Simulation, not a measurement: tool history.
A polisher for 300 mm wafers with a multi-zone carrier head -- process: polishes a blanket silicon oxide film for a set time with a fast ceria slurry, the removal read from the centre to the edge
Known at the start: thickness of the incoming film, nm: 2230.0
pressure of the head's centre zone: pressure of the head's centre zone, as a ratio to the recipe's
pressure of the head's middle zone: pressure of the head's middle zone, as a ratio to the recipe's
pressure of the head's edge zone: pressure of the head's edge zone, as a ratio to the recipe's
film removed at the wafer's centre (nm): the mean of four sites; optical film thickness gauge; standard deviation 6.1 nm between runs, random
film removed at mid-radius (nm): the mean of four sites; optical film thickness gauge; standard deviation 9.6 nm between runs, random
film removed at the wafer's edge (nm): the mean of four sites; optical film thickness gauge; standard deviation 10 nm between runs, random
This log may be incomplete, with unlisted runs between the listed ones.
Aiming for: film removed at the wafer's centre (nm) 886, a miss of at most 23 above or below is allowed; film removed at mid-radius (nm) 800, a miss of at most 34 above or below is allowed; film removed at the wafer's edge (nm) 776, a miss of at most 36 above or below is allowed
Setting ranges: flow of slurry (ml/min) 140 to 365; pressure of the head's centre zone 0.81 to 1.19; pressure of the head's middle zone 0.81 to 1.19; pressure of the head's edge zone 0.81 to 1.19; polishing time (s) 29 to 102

run,hour,flow of slurry (ml/min),pressure of the head's centre zone,pressure of the head's middle zone,pressure of the head's edge zone,polishing time (s),film removed at the wafer's centre (nm),film removed at mid-radius (nm),film removed at the wafer's edge (nm)
1,0,235,1,1,1,65,683.98,689.81,660.9
2,3.8,235,1.04,1,1,65,712.94,687.06,673.71
3,7.6,235,1.04,1,1.07,65,722.25,683.21,696.23
4,14.4,270,1.04,1,1.07,65,720.77,677.16,700.42
5,17.1,270,1.08,1.03,1.07,67,770.74,730.48,728.38
6,21.8,270,1.15,1.03,1.07,67,823.76,730.2,722.14
7,30,270,1.16,1.05,1.08,68,844.96,751.19,727.45
8,36,275,1.16,1.06,1.1,69,860.91,771.14,735.01

Which one of the following 4 next-run settings gets every result inside its allowed miss? There is exactly one.
A,42,245,1.17,1.16,1.08,68,?,?,?
B,42,310,1.18,0.97,1.13,70,?,?,?
C,42,265,1.1,1.01,1,75,?,?,?
D,42,260,1.06,0.94,1.16,77,?,?,?

move,film removed at the wafer's centre (nm),film removed at mid-radius (nm),film removed at the wafer's edge (nm)
A,845.71,797.89,723.34
B,898.84,721.04,776.41
C,883.36,788.38,774.86
D,871.47,760.53,855.22
A: lands further from the targets than the last run did
B: brings the result that was furthest off to its target, and leaves another outside
C: in spec on every target
D: takes the result that was furthest off past its target
So the answer is move C, the one that meets all the targets.
